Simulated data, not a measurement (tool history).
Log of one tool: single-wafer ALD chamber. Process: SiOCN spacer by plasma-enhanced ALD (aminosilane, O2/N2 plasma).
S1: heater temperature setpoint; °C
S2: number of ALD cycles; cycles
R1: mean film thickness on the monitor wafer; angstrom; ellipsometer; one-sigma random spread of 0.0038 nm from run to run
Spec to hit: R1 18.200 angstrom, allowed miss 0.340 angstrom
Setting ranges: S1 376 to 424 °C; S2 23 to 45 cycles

| run | hour | S1 | S2 | R1 |
|---|---|---|---|---|
| 1 | 0.0 | 400 | 34 | 20.039 |
| 2 | 3.0 | 400 | 37 | 21.768 |
| 3 | 9.4 | 401 | 35 | 20.592 |
| 4 | 11.9 | 401 | 34 | 20.006 |
| 5 | 15.0 | 401 | 38 | 22.323 |
| 6 | 15.8 | 401 | 41 | 24.010 |
| 7 | 20.4 | 406 | 36 | 20.818 |
| 8 | 21.5 | 406 | 36 | 20.851 |
| 9 | 27.2 | 408 | 35 | 20.115 |
| 10 | 33.7 | 410 | 31 | 17.748 |
| 11 | 38.0 | 409 | 31 | 17.786 |

Which one of the following 4 next-run settings gets every result inside its allowed miss? There is exactly one.
| A | 42.3 | 411 | 30 | ? |
| B | 42.3 | 410 | 30 | ? |
| C | 42.3 | 407 | 33 | ? |
| D | 42.3 | 389 | 31 | ? |

| move | R1 |
|---|---|
| A | 17.090 |
| B | 17.136 |
| C | 19.003 |
| D | 18.188 |
A: further off than the last run
B: further off than the last run
C: the result that was furthest off in the last run now lies on the other side of its target
D: all results in spec
Move D is the one to make.
